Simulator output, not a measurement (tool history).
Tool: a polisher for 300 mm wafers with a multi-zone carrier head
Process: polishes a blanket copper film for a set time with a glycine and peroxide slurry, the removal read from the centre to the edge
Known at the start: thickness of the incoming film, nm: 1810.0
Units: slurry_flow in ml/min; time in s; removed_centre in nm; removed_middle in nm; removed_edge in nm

run 1 day=0 | slurry_flow=175 centre_zone=1 middle_zone=1 edge_zone=1 time=87 | removed_centre=532.69 removed_middle=549.44 removed_edge=541.51
run 2 day=0.121 | slurry_flow=190 centre_zone=1.05 middle_zone=1.01 edge_zone=1.04 time=89 | removed_centre=586.98 removed_middle=571.91 removed_edge=558.69
run 3 day=0.367 | slurry_flow=190 centre_zone=1.05 middle_zone=1.08 edge_zone=1.04 time=89 | removed_centre=587.32 removed_middle=607.87 removed_edge=558.84
run 4 day=0.562 | slurry_flow=160 centre_zone=1.05 middle_zone=1.08 edge_zone=1.04 time=89 | removed_centre=566.51 removed_middle=584.69 removed_edge=553.84
run 5 day=0.938 | slurry_flow=175 centre_zone=1.08 middle_zone=1.06 edge_zone=1.08 time=91 | removed_centre=602.62 removed_middle=593.06 removed_edge=563.67
run 6 day=1.092 | slurry_flow=175 centre_zone=1.08 middle_zone=0.98 edge_zone=1.08 time=91 | removed_centre=604.22 removed_middle=559.52 removed_edge=576.6
run 7 day=1.312 | slurry_flow=190 centre_zone=1.1 middle_zone=0.98 edge_zone=1.1 time=93 | removed_centre=634.58 removed_middle=587.59 removed_edge=602.89
run 8 day=1.475 | slurry_flow=240 centre_zone=1.19 middle_zone=0.97 edge_zone=1.12 time=94 | removed_centre=730.7 removed_middle=607.1 removed_edge=615.97
run 9 day=1.583 | slurry_flow=240 centre_zone=1.18 middle_zone=0.97 edge_zone=1.13 time=94 | removed_centre=725.51 removed_middle=602.14 removed_edge=633.57

Forecast run 10:
run 10 day=1.871 | slurry_flow=240 centre_zone=1.18 middle_zone=0.98 edge_zone=1.13 time=94 | removed_centre=? removed_middle=? removed_edge=?

removed_centre: 719.31 nm
removed_middle: 611.93 nm
removed_edge: 628.56 nm

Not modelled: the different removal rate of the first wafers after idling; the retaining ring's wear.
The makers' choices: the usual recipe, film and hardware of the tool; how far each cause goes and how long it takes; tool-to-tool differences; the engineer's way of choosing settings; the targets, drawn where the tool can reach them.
